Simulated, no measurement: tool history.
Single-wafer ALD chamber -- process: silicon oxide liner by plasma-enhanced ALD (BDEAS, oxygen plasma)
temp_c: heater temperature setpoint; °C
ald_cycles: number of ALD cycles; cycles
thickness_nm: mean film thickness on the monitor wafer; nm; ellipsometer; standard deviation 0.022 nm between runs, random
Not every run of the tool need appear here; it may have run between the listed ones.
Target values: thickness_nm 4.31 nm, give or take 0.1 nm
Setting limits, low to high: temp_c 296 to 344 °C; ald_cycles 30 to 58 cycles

run 1 hour=0 | temp_c=320 ald_cycles=44 | thickness_nm=3.6846
run 2 hour=7 | temp_c=329 ald_cycles=44 | thickness_nm=3.6152
run 3 hour=11.9 | temp_c=329 ald_cycles=45 | thickness_nm=3.7087
run 4 hour=16.6 | temp_c=329 ald_cycles=46 | thickness_nm=3.7722
run 5 hour=19.8 | temp_c=323 ald_cycles=46 | thickness_nm=3.811
run 6 hour=25.4 | temp_c=314 ald_cycles=46 | thickness_nm=3.8719
run 7 hour=34.5 | temp_c=314 ald_cycles=47 | thickness_nm=3.9684
run 8 hour=40.4 | temp_c=313 ald_cycles=49 | thickness_nm=4.1577

Exercise: of the 5 proposed moves below, exactly one satisfies all targets within the stated allowed misses. Which move is it?
run A hour=46.3 | temp_c=317 ald_cycles=48 | thickness_nm=?
run B hour=46.3 | temp_c=329 ald_cycles=50 | thickness_nm=?
run C hour=46.3 | temp_c=304 ald_cycles=53 | thickness_nm=?
run D hour=46.3 | temp_c=301 ald_cycles=50 | thickness_nm=?
run E hour=46.3 | temp_c=314 ald_cycles=49 | thickness_nm=?

move=A thickness_nm=4.02
move=B thickness_nm=4.1051
move=C thickness_nm=4.5334
move=D thickness_nm=4.2974
move=E thickness_nm=4.124
A: the biggest miss grows against the last run
B: the biggest miss grows against the last run
C: carries the result that was furthest off beyond its target, to the other side
D: all results in spec
E: the biggest miss grows against the last run
The move that meets every target is D.
